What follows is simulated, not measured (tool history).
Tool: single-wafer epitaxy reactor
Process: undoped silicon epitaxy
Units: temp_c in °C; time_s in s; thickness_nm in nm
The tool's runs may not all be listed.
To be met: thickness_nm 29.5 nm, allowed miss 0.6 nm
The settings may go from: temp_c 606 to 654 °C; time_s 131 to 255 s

run,hour,temp_c,time_s,thickness_nm
1,0,630,193,19.221
2,7.2,630,221,22.048
3,14.4,634,221,24.01
4,22.4,637,221,25.648
5,29.5,639,221,26.901
6,31.7,633,221,23.405
7,32.9,636,221,25.171
8,40.8,638,221,26.256
9,43.2,644,221,30.076

Which of these 4 next moves meets every target?
A,45.6,641,231,?
B,45.6,646,216,?
C,45.6,650,200,?
D,45.6,644,226,?

move,thickness_nm
A,29.276
B,30.612
C,30.968
D,30.633
A: meets every target
B: further off than the last run
C: further off than the last run
D: further off than the last run
The right move is A.

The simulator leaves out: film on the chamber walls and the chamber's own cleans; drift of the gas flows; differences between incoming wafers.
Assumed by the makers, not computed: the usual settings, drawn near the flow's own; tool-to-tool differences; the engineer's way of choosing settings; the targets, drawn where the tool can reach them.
